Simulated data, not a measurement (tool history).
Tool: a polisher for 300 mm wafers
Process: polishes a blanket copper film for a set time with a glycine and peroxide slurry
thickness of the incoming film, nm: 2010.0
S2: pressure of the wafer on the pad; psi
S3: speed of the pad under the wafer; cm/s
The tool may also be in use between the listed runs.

{"run": 1, "hour": 0.0, "flow of slurry (ml/min)": 160, "S2": 1.8, "S3": 112, "polishing time (s)": 88, "film removed (nm)": 336.31}
{"run": 2, "hour": 5.1, "flow of slurry (ml/min)": 160, "S2": 1.6, "S3": 108, "polishing time (s)": 88, "film removed (nm)": 299.21}
{"run": 3, "hour": 7.6, "flow of slurry (ml/min)": 180, "S2": 1.6, "S3": 108, "polishing time (s)": 88, "film removed (nm)": 300.8}
{"run": 4, "hour": 12.6, "flow of slurry (ml/min)": 145, "S2": 1.6, "S3": 108, "polishing time (s)": 88, "film removed (nm)": 294.27}
{"run": 5, "hour": 14.4, "flow of slurry (ml/min)": 145, "S2": 1.5, "S3": 106, "polishing time (s)": 88, "film removed (nm)": 287.29}
{"run": 6, "hour": 20.2, "flow of slurry (ml/min)": 145, "S2": 1.4, "S3": 100, "polishing time (s)": 88, "film removed (nm)": 257.45}
{"run": 7, "hour": 26.7, "flow of slurry (ml/min)": 145, "S2": 1.3, "S3": 98, "polishing time (s)": 88, "film removed (nm)": 239.68}
{"run": 8, "hour": 34.1, "flow of slurry (ml/min)": 145, "S2": 1.2, "S3": 98, "polishing time (s)": 88, "film removed (nm)": 227.35}

The next listed run, before its measurement:
{"run": 9, "hour": 39.0, "flow of slurry (ml/min)": 145, "S2": 1.1, "S3": 98, "polishing time (s)": 88, "film removed (nm)": "?"}

film removed (nm): 208.53
